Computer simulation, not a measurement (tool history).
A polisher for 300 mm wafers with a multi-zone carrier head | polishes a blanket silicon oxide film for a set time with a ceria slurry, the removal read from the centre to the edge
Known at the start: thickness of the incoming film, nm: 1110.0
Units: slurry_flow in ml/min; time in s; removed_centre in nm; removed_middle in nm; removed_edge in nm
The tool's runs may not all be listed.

run	hour	slurry_flow	centre_zone	middle_zone	edge_zone	time	removed_centre	removed_middle	removed_edge
1	0	245	1	1	1	80	314.08	310.78	330.55
2	3.4	260	1.03	1.04	1.04	84	345.6	345.45	357.55
3	9.7	270	1.06	1.06	1.07	86	366.53	362.12	362.77
4	17.3	270	1.06	1.06	1.07	102	435.78	427.72	436.73
5	24.7	270	1.06	0.99	1.07	102	431.48	402.71	442.96
6	32.5	270	1.06	0.99	1.07	111	467.59	439.97	474.36
7	34.2	260	1.06	1	1.05	111	464.85	448.61	464.22
8	35.3	250	1.06	1	1.04	111	463.24	438.64	470.35

Run 9 comes next. What will it give?
# hour 37.6: slurry nozzle cleaned
9	37.6	250	1.06	1.01	1.01	111	?	?	?

{"run 9": {"removed_centre": 495.6, "removed_middle": 460.64, "removed_edge": 484.87}}

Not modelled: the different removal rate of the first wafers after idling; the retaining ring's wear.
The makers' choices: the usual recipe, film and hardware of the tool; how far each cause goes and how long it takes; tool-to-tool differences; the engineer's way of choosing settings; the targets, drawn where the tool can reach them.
